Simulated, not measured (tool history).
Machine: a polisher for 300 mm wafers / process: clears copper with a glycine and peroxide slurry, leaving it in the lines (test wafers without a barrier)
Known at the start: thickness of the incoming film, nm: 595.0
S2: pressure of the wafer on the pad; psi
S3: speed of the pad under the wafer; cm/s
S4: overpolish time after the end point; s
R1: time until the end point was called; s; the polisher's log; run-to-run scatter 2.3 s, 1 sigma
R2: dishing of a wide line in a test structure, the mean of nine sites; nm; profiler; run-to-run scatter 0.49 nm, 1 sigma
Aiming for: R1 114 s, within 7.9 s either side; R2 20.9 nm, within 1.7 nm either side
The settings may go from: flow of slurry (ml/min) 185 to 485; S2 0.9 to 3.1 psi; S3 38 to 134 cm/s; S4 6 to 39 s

Run 1, hour 0: flow of slurry (ml/min) 310, S2 2 psi, S3 86 cm/s, S4 20 s. Result: R1 168.3 s, R2 41.779 nm.
Run 2, hour 2.7: flow of slurry (ml/min) 300, S2 1.9 psi, S3 98 cm/s, S4 17 s. Result: R1 153.51 s, R2 39.329 nm.
Run 3, hour 3.3: flow of slurry (ml/min) 300, S2 1.6 psi, S3 98 cm/s, S4 17 s. Result: R1 173.34 s, R2 36.223 nm.
Run 4, hour 11.2: flow of slurry (ml/min) 340, S2 1.6 psi, S3 98 cm/s, S4 17 s. Result: R1 179.11 s, R2 37.007 nm.
Run 5, hour 15.5: flow of slurry (ml/min) 300, S2 2 psi, S3 88 cm/s, S4 14 s. Result: R1 162.18 s, R2 33.464 nm.
Run 6, hour 17.6: flow of slurry (ml/min) 270, S2 2.3 psi, S3 82 cm/s, S4 12 s. Result: R1 169.39 s, R2 28.733 nm.
Run 7, hour 22.7: flow of slurry (ml/min) 250, S2 2.5 psi, S3 84 cm/s, S4 11 s. Result: R1 151.97 s, R2 28.026 nm.
Run 8, hour 26.5: flow of slurry (ml/min) 235, S2 2.6 psi, S3 86 cm/s, S4 10 s. Result: R1 150.78 s, R2 26.445 nm.
Run 9, hour 31.8: flow of slurry (ml/min) 225, S2 2.7 psi, S3 90 cm/s, S4 9 s. Result: R1 138.97 s, R2 25.434 nm.
Run 10, hour 32.9: flow of slurry (ml/min) 215, S2 2.8 psi, S3 92 cm/s, S4 8 s. Result: R1 128.43 s, R2 24.085 nm.
Run 11, hour 37.9: flow of slurry (ml/min) 210, S2 2.8 psi, S3 94 cm/s, S4 8 s. Result: R1 131.15 s, R2 22.657 nm.
Run 12, hour 42.6: flow of slurry (ml/min) 210, S2 2.9 psi, S3 96 cm/s, S4 8 s. Result: R1 127.25 s, R2 24.168 nm.
Run 13, hour 47.4: flow of slurry (ml/min) 205, S2 2.8 psi, S3 102 cm/s, S4 8 s. Result: R1 126.21 s, R2 25.19 nm.
Run 14, hour 49.6: flow of slurry (ml/min) 200, S2 2.9 psi, S3 102 cm/s, S4 8 s. Result: R1 119.25 s, R2 25.79 nm.
Run 15, hour 56.2: flow of slurry (ml/min) 195, S2 2.9 psi, S3 100 cm/s, S4 8 s. Result: R1 124.3 s, R2 25.775 nm.
Run 16, hour 60: flow of slurry (ml/min) 240, S2 2.9 psi, S3 94 cm/s, S4 8 s. Result: R1 132.26 s, R2 24.205 nm.
Run 17, hour 65.8: flow of slurry (ml/min) 225, S2 2.9 psi, S3 96 cm/s, S4 8 s. Result: R1 125.62 s, R2 24.151 nm.
Run 18, hour 73.8: flow of slurry (ml/min) 250, S2 2.9 psi, S3 96 cm/s, S4 8 s. Result: R1 125.9 s, R2 23.922 nm.

4 next moves are on the table. One of them brings every result within its allowed miss. Which?
Run A, hour 81.8: flow of slurry (ml/min) 220, S2 3.1 psi, S3 82 cm/s, S4 9 s. Result: R1 ?, R2 ?.
Run B, hour 81.8: flow of slurry (ml/min) 220, S2 2.9 psi, S3 88 cm/s, S4 9 s. Result: R1 ?, R2 ?.
Run C, hour 81.8: flow of slurry (ml/min) 335, S2 3.1 psi, S3 100 cm/s, S4 6 s. Result: R1 ?, R2 ?.
Run D, hour 81.8: flow of slurry (ml/min) 290, S2 2.9 psi, S3 86 cm/s, S4 8 s. Result: R1 ?, R2 ?.

move      R1      R2
   A   140.6  26.313
   B  138.74  26.586
   C  117.04  21.386
   D  139.21  23.797
A: lands further from the targets than the last run did
B: lands further from the targets than the last run did
C: meets every target
D: lands further from the targets than the last run did
So the answer is move C, the one that meets all the targets.

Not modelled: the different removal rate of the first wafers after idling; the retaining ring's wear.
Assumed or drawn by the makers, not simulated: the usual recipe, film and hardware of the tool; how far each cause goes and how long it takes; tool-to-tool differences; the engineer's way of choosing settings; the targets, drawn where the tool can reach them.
